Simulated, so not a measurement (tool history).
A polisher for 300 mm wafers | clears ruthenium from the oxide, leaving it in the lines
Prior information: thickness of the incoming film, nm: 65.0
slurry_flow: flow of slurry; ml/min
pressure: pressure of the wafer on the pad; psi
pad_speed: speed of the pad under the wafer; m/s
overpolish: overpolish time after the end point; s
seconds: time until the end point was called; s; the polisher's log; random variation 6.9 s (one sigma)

run    day  slurry_flow  pressure  pad_speed  overpolish  seconds
  1  0.000          160       1.4       0.96           8   104.66
  2  0.079          160       1.1       0.96           8   134.06
  3  0.342          175       1.1       0.96           8   134.62
  4  0.717          175       1.0       0.90           8   156.56
  5  0.871          175       0.9       0.84           8   183.40
  6  1.138          175       0.9       0.80           8   188.34
  7  1.446          130       0.6       0.52           8   444.64
  8  1.483          135       0.6       0.52           8   435.03
  9  1.512          140       0.6       0.52           8   419.72

Expected results for the next run?
 10  1.825          145       0.6       0.52           8        ?

seconds: 426.07 s
